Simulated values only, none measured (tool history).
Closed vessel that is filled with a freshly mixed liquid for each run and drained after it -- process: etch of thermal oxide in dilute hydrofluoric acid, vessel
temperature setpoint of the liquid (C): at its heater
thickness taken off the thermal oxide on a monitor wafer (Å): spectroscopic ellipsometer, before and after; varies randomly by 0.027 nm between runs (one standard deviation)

run	hour	temperature setpoint of the liquid (C)	parts of water to one part of 49 % hydrofluoric acid (parts by volume)	time in the liquid (s)	thickness taken off the thermal oxide on a monitor wafer (Å)
1	0	23	55	30	20.251
2	2.1	23	55	30	20.568
3	10.1	23	55	30	20.662
4	14.8	23	55	30	20.274
5	21.1	23	65	30	16.888
6	25.1	23	85	30	12.753
7	26.8	24.5	75	30	15.412
8	27.7	25.5	70	30	17.469
# hour 33.2: hydrofluoric acid flow meter replaced
9	33.2	26.5	65	30	22.651

Run 10, settings as shown, results not yet in. Your forecast:
10	36.8	27	65	30	?

Run 10 measured thickness taken off the thermal oxide on a monitor wafer (Å) 22.949.
